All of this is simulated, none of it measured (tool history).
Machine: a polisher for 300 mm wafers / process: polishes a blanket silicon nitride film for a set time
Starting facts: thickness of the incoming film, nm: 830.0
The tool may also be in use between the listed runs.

run  hour  flow of slurry (ml/min)  pressure of the wafer on the pad (kPa)  speed of the pad under the wafer (m/s)  polishing time (s)  film removed (nm)
  1     0                      165                                    22.1                                    1.02                 110             170.19
  2   8.5                      165                                    22.1                                    0.94                 110             161.57
  3  10.8                      160                                    21.4                                    0.94                 110             155.01
  4    13                      155                                    20.7                                    0.94                 110             149.67
  5  20.4                      155                                    20.7                                    1.08                 110             168.12
  6  23.9                      155                                    19.3                                    1.08                 110              156.2
  7  29.2                      155                                    18.6                                    1.08                 110             152.01

Expected results for the next run?
  8  34.5                      155                                    17.9                                    1.08                 110                  ?

film removed (nm): 145.16
